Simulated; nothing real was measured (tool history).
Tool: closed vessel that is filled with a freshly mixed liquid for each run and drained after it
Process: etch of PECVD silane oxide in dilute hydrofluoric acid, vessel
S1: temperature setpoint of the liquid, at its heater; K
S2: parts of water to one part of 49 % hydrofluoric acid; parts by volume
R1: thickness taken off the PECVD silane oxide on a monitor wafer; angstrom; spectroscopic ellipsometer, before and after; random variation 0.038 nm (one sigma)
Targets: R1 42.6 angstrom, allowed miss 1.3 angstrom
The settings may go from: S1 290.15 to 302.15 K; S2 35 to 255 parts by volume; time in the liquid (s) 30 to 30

Run 1, hour 0: S1 294.15 K, S2 145 parts by volume, time in the liquid (s) 30. Result: R1 72.28 angstrom.
Run 2, hour 0.9: S1 293.65 K, S2 155 parts by volume, time in the liquid (s) 30. Result: R1 64.888 angstrom.
Run 3, hour 4.5: S1 291.15 K, S2 155 parts by volume, time in the liquid (s) 30. Result: R1 58.451 angstrom.
Run 4, hour 5.6: S1 291.15 K, S2 160 parts by volume, time in the liquid (s) 30. Result: R1 56.674 angstrom.
At hour 7.6: hydrofluoric acid flow meter replaced.
Run 5, hour 7.6: S1 291.15 K, S2 110 parts by volume, time in the liquid (s) 30. Result: R1 98.733 angstrom.
Run 6, hour 14.3: S1 291.15 K, S2 150 parts by volume, time in the liquid (s) 30. Result: R1 69.935 angstrom.
Run 7, hour 18: S1 291.15 K, S2 160 parts by volume, time in the liquid (s) 30. Result: R1 65.288 angstrom.
Run 8, hour 21.3: S1 291.15 K, S2 170 parts by volume, time in the liquid (s) 30. Result: R1 60.538 angstrom.
Run 9, hour 23.4: S1 291.15 K, S2 180 parts by volume, time in the liquid (s) 30. Result: R1 56.569 angstrom.

Which of these 5 next moves meets every target?
Run A, hour 25.5: S1 292.15 K, S2 225 parts by volume, time in the liquid (s) 30. Result: R1 ?.
Run B, hour 25.5: S1 291.65 K, S2 215 parts by volume, time in the liquid (s) 30. Result: R1 ?.
Run C, hour 25.5: S1 291.15 K, S2 225 parts by volume, time in the liquid (s) 30. Result: R1 ?.
Run D, hour 25.5: S1 290.15 K, S2 205 parts by volume, time in the liquid (s) 30. Result: R1 ?.
Run E, hour 25.5: S1 290.15 K, S2 160 parts by volume, time in the liquid (s) 30. Result: R1 ?.

move      R1
   A  44.297
   B  45.895
   C  42.615
   D  45.796
   E  61.193
A: nearer than the last run, and not there yet
B: nearer than the last run, and not there yet
C: meets every target
D: nearer than the last run, and not there yet
E: further off than the last run
The right move is C.
